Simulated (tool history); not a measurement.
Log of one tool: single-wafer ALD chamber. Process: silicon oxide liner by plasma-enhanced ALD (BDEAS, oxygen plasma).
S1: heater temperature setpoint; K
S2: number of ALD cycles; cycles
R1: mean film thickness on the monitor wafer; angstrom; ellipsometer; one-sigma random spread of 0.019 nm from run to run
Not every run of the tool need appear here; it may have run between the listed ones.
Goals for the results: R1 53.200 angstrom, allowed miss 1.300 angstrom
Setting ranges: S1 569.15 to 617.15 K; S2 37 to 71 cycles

run,hour,S1,S2,R1
1,0.0,593.15,54,45.988
2,3.4,593.15,50,42.519
3,10.5,593.15,53,44.912
4,17.8,593.15,48,40.705
5,18.5,592.15,52,43.980
6,25.0,592.15,56,47.755
7,29.9,592.15,58,49.562
8,35.6,592.15,59,50.288
9,40.8,592.15,60,50.795
10,43.8,592.15,61,52.010

Exercise: of the 4 proposed moves below, exactly one satisfies all targets within the stated allowed misses. Which move is it?
A,46.8,601.15,66,?
B,46.8,591.15,58,?
C,46.8,593.15,63,?
D,46.8,588.15,60,?

move,R1
A,55.346
B,49.274
C,53.384
D,51.171
A: pushes the last run's worst result past its target
B: the biggest miss grows against the last run
C: all results land within tolerance of their targets
D: the biggest miss grows against the last run
Go with C: it meets all targets.
